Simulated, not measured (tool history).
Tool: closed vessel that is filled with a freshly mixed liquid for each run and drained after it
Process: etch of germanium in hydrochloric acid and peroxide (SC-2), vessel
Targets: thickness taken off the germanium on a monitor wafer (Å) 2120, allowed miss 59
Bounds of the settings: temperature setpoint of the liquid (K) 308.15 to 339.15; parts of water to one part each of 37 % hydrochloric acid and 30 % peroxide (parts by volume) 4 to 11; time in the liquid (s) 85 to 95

run	day	temperature setpoint of the liquid (K)	parts of water to one part each of 37 % hydrochloric acid and 30 % peroxide (parts by volume)	time in the liquid (s)	thickness taken off the germanium on a monitor wafer (Å)
1	0	323.15	6	85	1830.7
2	0.025	323.65	6	85	1848.2
3	0.046	320.65	6	85	1688.6
4	0.333	320.65	6	95	1880.6
5	0.633	321.15	6	95	1900.4
6	0.992	321.15	6	85	1719.1
7	1.029	322.15	6	85	1763.5
8	1.262	322.65	6	85	1798.1
9	1.504	322.65	6	85	1793.4

Which of these 5 next moves meets every target?
A	1.746	319.65	6.5	85	?
B	1.746	316.65	5.5	85	?
C	1.746	319.15	6.5	85	?
D	1.746	324.65	8	95	?
E	1.746	319.65	5.5	90	?

move	thickness taken off the germanium on a monitor wafer (Å)
A	1632.2
B	1486.3
C	1605.6
D	2116.6
E	1738.6
A: further off than the last run
B: further off than the last run
C: further off than the last run
D: meets every target
E: further off than the last run
The right move is D.
